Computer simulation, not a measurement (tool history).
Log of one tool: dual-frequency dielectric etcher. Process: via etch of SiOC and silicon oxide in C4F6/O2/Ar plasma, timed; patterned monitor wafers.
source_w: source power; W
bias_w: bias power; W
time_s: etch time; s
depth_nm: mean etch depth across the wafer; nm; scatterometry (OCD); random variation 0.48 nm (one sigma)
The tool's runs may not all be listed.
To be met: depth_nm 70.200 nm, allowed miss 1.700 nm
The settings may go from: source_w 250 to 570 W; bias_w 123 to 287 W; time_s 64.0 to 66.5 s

run  hour  source_w  bias_w  time_s  depth_nm
  1   0.0       410     205    64.0    80.001
  2   0.6       380     200    64.0    77.373
  3   2.6       380     225    64.0    81.456
  4   7.4       350     216    64.0    77.881
  5   7.9       350     216    64.0    77.742
  6   9.5       330     211    64.0    74.637
  7  18.1       320     210    64.0    74.203
  8  23.2       310     208    64.0    72.926
  9  29.1       300     207    64.0    71.674

4 next moves are on the table. One of them brings every result within its allowed miss. Which?
  A  35.0       330     215    65.0         ?
  B  35.0       290     207    66.5         ?
  C  35.0       250     225    64.5         ?
  D  35.0       330     202    64.0         ?

move  depth_nm
   A    77.347
   B    74.612
   C    70.898
   D    74.470
A: further off than the last run
B: further off than the last run
C: meets every target
D: further off than the last run
Answer: C
